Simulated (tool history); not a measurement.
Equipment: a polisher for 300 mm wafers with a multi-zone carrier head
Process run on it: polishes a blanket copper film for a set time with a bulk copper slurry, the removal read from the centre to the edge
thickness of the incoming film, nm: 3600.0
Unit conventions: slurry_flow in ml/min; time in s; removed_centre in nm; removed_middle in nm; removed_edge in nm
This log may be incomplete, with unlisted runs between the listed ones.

Run 1, day 0: slurry_flow 190 ml/min, centre_zone 1, middle_zone 1, edge_zone 1, slurry_solids 1, time 77 s. Result: removed_centre 808.57 nm, removed_middle 839.64 nm, removed_edge 821.4 nm.
Run 2, day 0.146: slurry_flow 185 ml/min, centre_zone 0.98, middle_zone 0.97, edge_zone 0.98, slurry_solids 0.9, time 76 s. Result: removed_centre 761.2 nm, removed_middle 780.45 nm, removed_edge 778.51 nm.
Run 3, day 0.412: slurry_flow 180 ml/min, centre_zone 0.95, middle_zone 0.95, edge_zone 0.96, slurry_solids 0.8, time 75 s. Result: removed_centre 697.48 nm, removed_middle 720.46 nm, removed_edge 736.5 nm.
Run 4, day 0.675: slurry_flow 180 ml/min, centre_zone 0.95, middle_zone 0.99, edge_zone 0.96, slurry_solids 0.8, time 75 s. Result: removed_centre 703.72 nm, removed_middle 749.54 nm, removed_edge 724.57 nm.
Run 5, day 0.758: slurry_flow 175 ml/min, centre_zone 0.93, middle_zone 0.97, edge_zone 0.94, slurry_solids 0.75, time 75 s. Result: removed_centre 672.75 nm, removed_middle 736.47 nm, removed_edge 711.08 nm.
Run 6, day 0.929: slurry_flow 170 ml/min, centre_zone 0.92, middle_zone 0.95, edge_zone 0.93, slurry_solids 0.7, time 75 s. Result: removed_centre 668.45 nm, removed_middle 706.8 nm, removed_edge 705.16 nm.
Run 7, day 0.954: slurry_flow 165 ml/min, centre_zone 0.91, middle_zone 0.94, edge_zone 0.92, slurry_solids 0.65, time 74 s. Result: removed_centre 633.98 nm, removed_middle 684.41 nm, removed_edge 679.89 nm.

What does the tool deliver on the next run?
Run 8, day 1.275: slurry_flow 160 ml/min, centre_zone 0.9, middle_zone 0.92, edge_zone 0.91, slurry_solids 0.6, time 74 s. Result: removed_centre ?, removed_middle ?, removed_edge ?.

{"run 8": {"removed_centre": 612.46, "removed_middle": 660.92, "removed_edge": 663.58}}

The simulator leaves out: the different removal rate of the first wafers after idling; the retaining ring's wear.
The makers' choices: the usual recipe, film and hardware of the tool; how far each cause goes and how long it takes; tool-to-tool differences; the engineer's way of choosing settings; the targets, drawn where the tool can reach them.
